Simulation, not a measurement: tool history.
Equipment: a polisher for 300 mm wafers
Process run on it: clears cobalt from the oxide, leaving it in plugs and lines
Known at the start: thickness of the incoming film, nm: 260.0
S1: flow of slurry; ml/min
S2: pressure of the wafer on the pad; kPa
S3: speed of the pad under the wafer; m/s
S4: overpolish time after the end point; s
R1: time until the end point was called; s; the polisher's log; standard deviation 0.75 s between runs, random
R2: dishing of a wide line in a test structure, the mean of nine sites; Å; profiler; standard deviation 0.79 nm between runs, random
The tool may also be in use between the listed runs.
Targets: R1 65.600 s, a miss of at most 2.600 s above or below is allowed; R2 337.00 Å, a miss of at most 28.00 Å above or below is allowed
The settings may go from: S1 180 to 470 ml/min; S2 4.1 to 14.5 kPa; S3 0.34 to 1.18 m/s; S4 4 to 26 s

| run | hour | S1 | S2 | S3 | S4 | R1 | R2 |
|---|---|---|---|---|---|---|---|
| 1 | 0.0 | 300 | 9.0 | 0.76 | 13 | 107.970 | 212.63 |
| 2 | 8.0 | 245 | 9.0 | 0.76 | 13 | 110.350 | 218.66 |
| 3 | 10.1 | 305 | 9.0 | 0.76 | 13 | 108.790 | 212.01 |
| 4 | 17.1 | 305 | 9.0 | 0.60 | 13 | 134.440 | 190.52 |
| 5 | 22.6 | 305 | 9.0 | 0.60 | 9 | 133.630 | 133.19 |
| 6 | 29.5 | 305 | 9.0 | 0.46 | 9 | 178.840 | 109.67 |
| 7 | 33.2 | 310 | 10.3 | 0.50 | 10 | 141.160 | 148.21 |
| 8 | 36.2 | 315 | 11.0 | 0.54 | 10 | 121.810 | 157.71 |
| 9 | 38.8 | 315 | 11.7 | 0.58 | 11 | 109.150 | 191.21 |
| 10 | 47.4 | 315 | 12.4 | 0.62 | 11 | 96.511 | 205.02 |
| 11 | 50.1 | 315 | 13.1 | 0.64 | 12 | 88.413 | 226.30 |
| 12 | 50.7 | 315 | 13.1 | 0.66 | 13 | 84.720 | 237.43 |
| 13 | 52.5 | 315 | 13.1 | 0.68 | 14 | 83.419 | 251.84 |
| 14 | 60.5 | 315 | 13.1 | 0.70 | 15 | 81.168 | 262.70 |
| 15 | 61.5 | 315 | 13.1 | 0.72 | 16 | 78.107 | 281.22 |
| 16 | 64.7 | 315 | 13.8 | 0.74 | 17 | 71.794 | 286.77 |
| 17 | 67.2 | 315 | 13.8 | 0.74 | 18 | 73.231 | 288.89 |
| 18 | 71.5 | 315 | 13.8 | 0.74 | 18 | 73.514 | 297.04 |

Pick the move, out of 5, that brings all results within their allowed miss; only one does.
| A | 75.8 | 250 | 13.8 | 0.92 | 18 | ? | ? |
| B | 75.8 | 315 | 13.8 | 0.82 | 21 | ? | ? |
| C | 75.8 | 325 | 14.5 | 0.78 | 12 | ? | ? |
| D | 75.8 | 290 | 14.5 | 0.80 | 12 | ? | ? |
| E | 75.8 | 255 | 11.7 | 0.74 | 26 | ? | ? |

| move | R1 | R2 |
|---|---|---|
| A | 60.178 | 318.05 |
| B | 65.763 | 324.54 |
| C | 65.631 | 261.54 |
| D | 64.708 | 263.32 |
| E | 86.991 | 319.72 |
A: pushes the last run's worst result past its target
B: each result inside its tolerance
C: puts the biggest miss on target and leaves a different result outside tolerance
D: puts the biggest miss on target and leaves a different result outside tolerance
E: its largest miss is bigger than the last run's
B meets every target.

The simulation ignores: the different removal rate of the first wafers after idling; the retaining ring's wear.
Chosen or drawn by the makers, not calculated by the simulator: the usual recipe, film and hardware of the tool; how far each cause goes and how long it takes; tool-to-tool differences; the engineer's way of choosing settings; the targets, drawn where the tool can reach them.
